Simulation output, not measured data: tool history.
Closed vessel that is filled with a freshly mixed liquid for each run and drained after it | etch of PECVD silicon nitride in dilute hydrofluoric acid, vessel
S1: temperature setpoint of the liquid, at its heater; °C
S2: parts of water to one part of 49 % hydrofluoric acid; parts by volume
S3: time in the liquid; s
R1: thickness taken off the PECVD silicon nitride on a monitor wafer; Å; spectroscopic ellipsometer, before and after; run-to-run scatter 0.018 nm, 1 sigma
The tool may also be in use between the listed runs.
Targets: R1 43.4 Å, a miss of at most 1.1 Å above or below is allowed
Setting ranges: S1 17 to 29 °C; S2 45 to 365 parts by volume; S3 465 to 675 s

run,hour,S1,S2,S3,R1
1,0,21,205,675,60.278
2,9.8,24.5,205,675,75.778
3,14.9,24.5,160,675,96.116
4,23.3,24.5,120,675,128.31
5,25.2,23.5,135,675,106.69
6,31.8,23.5,135,675,107.16
7,35.8,22.5,150,675,90.183
8,37.2,21.5,160,675,79.749
9,44,21,170,675,73.333
10,52.4,20.5,175,675,68.128
11,56.5,17,225,670,42.113
12,58.7,17,225,670,42.153

Exercise: of the 5 proposed moves below, exactly one satisfies all targets within the stated allowed misses. Which move is it?
A,60.9,18,235,620,?
B,60.9,19.5,225,635,?
C,60.9,17.5,225,635,?
D,60.9,17.5,205,655,?
E,60.9,17,215,655,?

move,R1
A,40.117
B,47.286
C,41.439
D,46.736
E,43.178
A: its largest miss is bigger than the last run's
B: carries the result that was furthest off beyond its target, to the other side
C: its largest miss is bigger than the last run's
D: carries the result that was furthest off beyond its target, to the other side
E: in spec on every target
Go with E: it meets all targets.
